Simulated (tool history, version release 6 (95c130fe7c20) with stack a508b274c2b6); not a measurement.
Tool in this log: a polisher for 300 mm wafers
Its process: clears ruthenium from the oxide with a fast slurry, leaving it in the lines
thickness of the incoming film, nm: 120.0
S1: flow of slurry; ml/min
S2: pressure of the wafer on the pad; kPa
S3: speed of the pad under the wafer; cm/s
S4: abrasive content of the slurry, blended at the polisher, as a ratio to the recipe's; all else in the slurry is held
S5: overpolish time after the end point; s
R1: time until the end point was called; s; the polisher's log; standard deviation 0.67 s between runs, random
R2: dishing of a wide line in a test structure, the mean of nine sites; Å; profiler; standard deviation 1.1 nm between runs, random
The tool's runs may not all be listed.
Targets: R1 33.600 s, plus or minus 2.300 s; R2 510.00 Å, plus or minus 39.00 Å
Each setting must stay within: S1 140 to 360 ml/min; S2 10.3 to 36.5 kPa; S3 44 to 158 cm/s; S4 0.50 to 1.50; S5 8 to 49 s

{"run": 1, "day": 0.0, "S1": 230, "S2": 23.4, "S3": 100, "S4": 1.0, "S5": 25, "R1": 28.335, "R2": 829.98}
{"run": 2, "day": 0.112, "S1": 230, "S2": 19.3, "S3": 100, "S4": 1.0, "S5": 25, "R1": 35.235, "R2": 696.03}
{"run": 3, "day": 0.354, "S1": 230, "S2": 19.3, "S3": 100, "S4": 0.85, "S5": 25, "R1": 37.376, "R2": 658.53}
{"run": 4, "day": 0.55, "S1": 230, "S2": 15.2, "S3": 100, "S4": 0.85, "S5": 25, "R1": 48.37, "R2": 524.36}
{"run": 5, "day": 0.738, "S1": 230, "S2": 15.2, "S3": 100, "S4": 0.8, "S5": 25, "R1": 50.318, "R2": 509.83}
{"run": 6, "day": 0.9, "S1": 230, "S2": 16.5, "S3": 100, "S4": 0.8, "S5": 23, "R1": 45.731, "R2": 504.84}
{"run": 7, "day": 1.208, "S1": 230, "S2": 17.2, "S3": 100, "S4": 0.8, "S5": 22, "R1": 44.322, "R2": 525.45}
{"run": 8, "day": 1.571, "S1": 230, "S2": 17.9, "S3": 100, "S4": 0.8, "S5": 20, "R1": 42.068, "R2": 485.33}
{"run": 9, "day": 1.754, "S1": 230, "S2": 17.9, "S3": 100, "S4": 0.8, "S5": 20, "R1": 41.722, "R2": 460.47}
{"run": 10, "day": 2.0, "S1": 230, "S2": 18.6, "S3": 100, "S4": 0.8, "S5": 20, "R1": 40.39, "R2": 505.63}
{"run": 11, "day": 2.221, "S1": 230, "S2": 19.3, "S3": 100, "S4": 0.8, "S5": 19, "R1": 38.759, "R2": 487.95}

Exactly one of the 4 candidate moves below puts every result within its allowed miss. Which one?
{"run": "A", "day": 2.442, "S1": 255, "S2": 24.1, "S3": 114, "S4": 0.65, "S5": 14, "R1": "?", "R2": "?"}
{"run": "B", "day": 2.442, "S1": 240, "S2": 14.5, "S3": 118, "S4": 0.95, "S5": 20, "R1": "?", "R2": "?"}
{"run": "C", "day": 2.442, "S1": 155, "S2": 21.4, "S3": 86, "S4": 0.8, "S5": 21, "R1": "?", "R2": "?"}
{"run": "D", "day": 2.442, "S1": 155, "S2": 29.0, "S3": 120, "S4": 0.55, "S5": 17, "R1": "?", "R2": "?"}

move=A R1=33.811 R2=439.86
move=B R1=38.962 R2=533.57
move=C R1=42.984 R2=510.58
move=D R1=33.928 R2=522.22
A: puts the biggest miss on target and leaves a different result outside tolerance
B: just as far off the targets as the last run
C: lands further from the targets than the last run did
D: all results land within tolerance of their targets
Answer: D
